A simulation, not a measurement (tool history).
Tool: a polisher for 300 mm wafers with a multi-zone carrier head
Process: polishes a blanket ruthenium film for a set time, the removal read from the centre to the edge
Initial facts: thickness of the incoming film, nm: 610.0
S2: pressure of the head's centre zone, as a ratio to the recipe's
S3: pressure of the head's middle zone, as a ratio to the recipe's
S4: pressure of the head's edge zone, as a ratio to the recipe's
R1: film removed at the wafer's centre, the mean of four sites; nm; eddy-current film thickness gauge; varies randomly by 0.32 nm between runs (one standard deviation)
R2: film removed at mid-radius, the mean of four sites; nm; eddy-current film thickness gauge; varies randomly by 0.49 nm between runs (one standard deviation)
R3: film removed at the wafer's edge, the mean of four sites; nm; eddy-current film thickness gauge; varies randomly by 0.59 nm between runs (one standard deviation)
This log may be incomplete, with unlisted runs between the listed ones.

Run 1, hour 0.0: flow of slurry (ml/min) 145, S2 1.00, S3 1.00, S4 1.00, polishing time (s) 44. Result: R1 49.897 nm, R2 49.717 nm, R3 49.170 nm.
Run 2, hour 7.5: flow of slurry (ml/min) 145, S2 1.00, S3 1.05, S4 1.00, polishing time (s) 44. Result: R1 49.937 nm, R2 50.554 nm, R3 49.765 nm.
Run 3, hour 16.3: flow of slurry (ml/min) 145, S2 1.00, S3 1.05, S4 1.06, polishing time (s) 44. Result: R1 49.811 nm, R2 50.877 nm, R3 51.804 nm.
Run 4, hour 23.5: flow of slurry (ml/min) 135, S2 1.00, S3 1.01, S4 1.06, polishing time (s) 43. Result: R1 48.199 nm, R2 48.632 nm, R3 50.017 nm.
Run 5, hour 29.6: flow of slurry (ml/min) 130, S2 1.01, S3 0.97, S4 1.06, polishing time (s) 42. Result: R1 46.501 nm, R2 45.318 nm, R3 48.942 nm.
Run 6, hour 36.3: flow of slurry (ml/min) 125, S2 1.02, S3 0.95, S4 1.05, polishing time (s) 42. Result: R1 47.640 nm, R2 44.132 nm, R3 48.038 nm.
Run 7, hour 41.1: flow of slurry (ml/min) 120, S2 1.02, S3 0.94, S4 1.04, polishing time (s) 42. Result: R1 46.655 nm, R2 43.548 nm, R3 46.654 nm.
Run 8, hour 43.5: flow of slurry (ml/min) 115, S2 1.02, S3 0.93, S4 1.04, polishing time (s) 42. Result: R1 46.861 nm, R2 42.704 nm, R3 47.804 nm.

What does the tool deliver on the next run?
Run 9, hour 51.8: flow of slurry (ml/min) 110, S2 1.02, S3 0.93, S4 1.03, polishing time (s) 42. Result: R1 ?, R2 ?, R3 ?.

Run 9 gave R1 45.952 nm, R2 42.156 nm, R3 47.077 nm.

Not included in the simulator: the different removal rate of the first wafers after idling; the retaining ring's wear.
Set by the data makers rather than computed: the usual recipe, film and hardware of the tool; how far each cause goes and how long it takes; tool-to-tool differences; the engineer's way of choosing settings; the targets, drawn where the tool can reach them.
